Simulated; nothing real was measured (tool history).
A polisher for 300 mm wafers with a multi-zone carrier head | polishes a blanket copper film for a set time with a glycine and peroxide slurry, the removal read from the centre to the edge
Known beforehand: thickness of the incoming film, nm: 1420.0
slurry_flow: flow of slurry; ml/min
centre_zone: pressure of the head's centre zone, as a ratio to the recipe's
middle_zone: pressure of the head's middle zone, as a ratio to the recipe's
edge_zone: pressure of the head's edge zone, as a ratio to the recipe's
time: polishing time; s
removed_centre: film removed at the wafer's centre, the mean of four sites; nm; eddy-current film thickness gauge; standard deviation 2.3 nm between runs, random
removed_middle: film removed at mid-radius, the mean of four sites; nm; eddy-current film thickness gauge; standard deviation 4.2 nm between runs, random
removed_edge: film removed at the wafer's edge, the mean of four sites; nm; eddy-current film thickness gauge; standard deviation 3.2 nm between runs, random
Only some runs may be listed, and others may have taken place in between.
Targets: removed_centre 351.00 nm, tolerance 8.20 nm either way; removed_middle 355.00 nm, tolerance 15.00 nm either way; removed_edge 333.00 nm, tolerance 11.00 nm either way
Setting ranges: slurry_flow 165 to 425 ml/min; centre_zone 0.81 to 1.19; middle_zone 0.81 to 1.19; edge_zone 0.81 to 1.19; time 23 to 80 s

| run | hour | slurry_flow | centre_zone | middle_zone | edge_zone | time | removed_centre | removed_middle | removed_edge |
|---|---|---|---|---|---|---|---|---|---|
| 1 | 0.0 | 275 | 1.00 | 1.00 | 1.00 | 51 | 269.37 | 275.24 | 267.06 |
| 2 | 2.1 | 275 | 1.00 | 1.00 | 1.00 | 43 | 230.42 | 231.86 | 225.27 |
| 3 | 8.1 | 275 | 1.00 | 1.00 | 1.00 | 33 | 177.82 | 179.13 | 172.65 |
| 4 | 14.7 | 285 | 1.03 | 1.03 | 1.04 | 39 | 216.25 | 213.64 | 208.60 |
| 5 | 19.0 | 295 | 1.05 | 1.07 | 1.07 | 43 | 241.67 | 242.98 | 230.78 |
| 6 | 24.6 | 235 | 1.05 | 1.07 | 1.07 | 43 | 234.63 | 241.67 | 228.59 |
| 7 | 26.9 | 235 | 1.07 | 1.09 | 1.09 | 47 | 264.83 | 266.87 | 254.86 |
| 8 | 35.9 | 230 | 1.08 | 1.11 | 1.11 | 50 | 285.31 | 282.41 | 272.45 |
| 9 | 43.4 | 225 | 1.08 | 1.13 | 1.11 | 53 | 299.67 | 307.05 | 286.82 |
| 10 | 50.8 | 225 | 1.09 | 1.14 | 1.13 | 55 | 309.89 | 321.90 | 300.57 |
| 11 | 53.0 | 225 | 1.09 | 1.14 | 1.13 | 55 | 317.43 | 317.34 | 298.04 |
| 12 | 59.2 | 220 | 1.09 | 1.15 | 1.14 | 56 | 316.00 | 329.70 | 306.08 |
| 13 | 65.3 | 220 | 1.10 | 1.15 | 1.15 | 57 | 325.45 | 334.77 | 315.77 |
| 14 | 69.4 | 220 | 1.11 | 1.16 | 1.16 | 57 | 327.10 | 337.47 | 316.81 |

Next run, 4 choices. One meets every target within its allowed miss, the rest don't. Which?
| A | 73.5 | 190 | 1.09 | 1.12 | 1.07 | 63 | ? | ? | ? |
| B | 73.5 | 225 | 1.14 | 1.05 | 1.19 | 59 | ? | ? | ? |
| C | 73.5 | 270 | 1.00 | 1.09 | 1.19 | 58 | ? | ? | ? |
| D | 73.5 | 220 | 0.94 | 1.08 | 1.19 | 60 | ? | ? | ? |

| move | removed_centre | removed_middle | removed_edge |
|---|---|---|---|
| A | 351.17 | 354.37 | 330.25 |
| B | 353.05 | 321.91 | 332.62 |
| C | 311.56 | 333.67 | 332.10 |
| D | 294.73 | 334.46 | 337.40 |
A: meets every target
B: gets the furthest-off result to its target, but another result is out of tolerance
C: further off than the last run
D: further off than the last run
A is the move that brings every result within its allowed miss.
